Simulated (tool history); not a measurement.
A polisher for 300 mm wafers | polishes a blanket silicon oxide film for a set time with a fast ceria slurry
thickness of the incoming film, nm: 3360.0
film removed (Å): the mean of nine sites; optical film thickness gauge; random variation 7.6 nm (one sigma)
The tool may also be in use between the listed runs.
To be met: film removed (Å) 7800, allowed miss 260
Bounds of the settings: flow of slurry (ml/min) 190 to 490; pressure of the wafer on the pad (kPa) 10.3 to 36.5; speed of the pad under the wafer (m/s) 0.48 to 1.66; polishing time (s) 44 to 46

run	hour	flow of slurry (ml/min)	pressure of the wafer on the pad (kPa)	speed of the pad under the wafer (m/s)	polishing time (s)	film removed (Å)
1	0	315	23.4	1.06	44	9715.4
2	4.5	315	23.4	1.06	44	9458.3
3	5.8	315	22.8	1.06	44	9369.2
4	11.5	375	22.8	1.06	44	9477
5	19.4	375	22.1	1.06	44	9107
6	26	375	22.1	1.06	46	9629.4
7	28.2	375	21.4	1.06	46	9307.6
8	31.3	375	20.7	1.06	46	8974.7
9	38.6	375	17.2	1.06	46	7512.8

Which of these 5 next moves meets every target?
A	45.9	435	19.3	1.08	46	?
B	45.9	365	16.5	1	46	?
C	45.9	380	15.9	1.12	44	?
D	45.9	435	19.3	1	44	?
E	45.9	380	16.5	1	46	?

move	film removed (Å)
A	8603
B	6977.6
C	6931
D	7816.8
E	6994
A: takes the result that was furthest off past its target
B: further off than the last run
C: further off than the last run
D: meets every target
E: further off than the last run
Answer: D
